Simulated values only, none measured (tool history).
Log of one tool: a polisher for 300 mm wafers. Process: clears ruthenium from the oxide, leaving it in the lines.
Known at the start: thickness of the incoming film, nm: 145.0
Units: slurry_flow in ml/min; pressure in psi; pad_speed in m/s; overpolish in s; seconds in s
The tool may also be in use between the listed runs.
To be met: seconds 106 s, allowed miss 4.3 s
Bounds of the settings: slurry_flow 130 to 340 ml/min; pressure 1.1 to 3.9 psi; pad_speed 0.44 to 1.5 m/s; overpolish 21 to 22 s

run 1 hour=0 | slurry_flow=220 pressure=2.5 pad_speed=0.96 overpolish=21 | seconds=132.6
run 2 hour=8.8 | slurry_flow=220 pressure=2.5 pad_speed=0.82 overpolish=21 | seconds=152.2
run 3 hour=9.5 | slurry_flow=220 pressure=2.8 pad_speed=0.82 overpolish=21 | seconds=137.02
run 4 hour=12.4 | slurry_flow=220 pressure=3 pad_speed=0.82 overpolish=21 | seconds=131.51
run 5 hour=19.8 | slurry_flow=220 pressure=3 pad_speed=0.66 overpolish=21 | seconds=157.1
run 6 hour=22.7 | slurry_flow=220 pressure=3.3 pad_speed=0.66 overpolish=21 | seconds=142.73
run 7 hour=25 | slurry_flow=220 pressure=3.5 pad_speed=0.68 overpolish=21 | seconds=130.46
run 8 hour=27.5 | slurry_flow=220 pressure=3.6 pad_speed=0.7 overpolish=21 | seconds=126.36
run 9 hour=31.1 | slurry_flow=220 pressure=3.7 pad_speed=0.72 overpolish=21 | seconds=119.99
run 10 hour=38.9 | slurry_flow=220 pressure=3.8 pad_speed=0.74 overpolish=21 | seconds=114.48
run 11 hour=44.9 | slurry_flow=220 pressure=3.8 pad_speed=0.76 overpolish=21 | seconds=110.06

4 next moves are on the table. One of them brings every result within its allowed miss. Which?
run A hour=50.9 | slurry_flow=245 pressure=3.8 pad_speed=0.72 overpolish=22 | seconds=?
run B hour=50.9 | slurry_flow=260 pressure=3.9 pad_speed=0.68 overpolish=21 | seconds=?
run C hour=50.9 | slurry_flow=220 pressure=3.9 pad_speed=0.78 overpolish=21 | seconds=?
run D hour=50.9 | slurry_flow=195 pressure=3.3 pad_speed=0.8 overpolish=21 | seconds=?

move=A seconds=116.03
move=B seconds=117.9
move=C seconds=107.35
move=D seconds=124.99
A: further off than the last run
B: further off than the last run
C: meets every target
D: further off than the last run
Answer: C
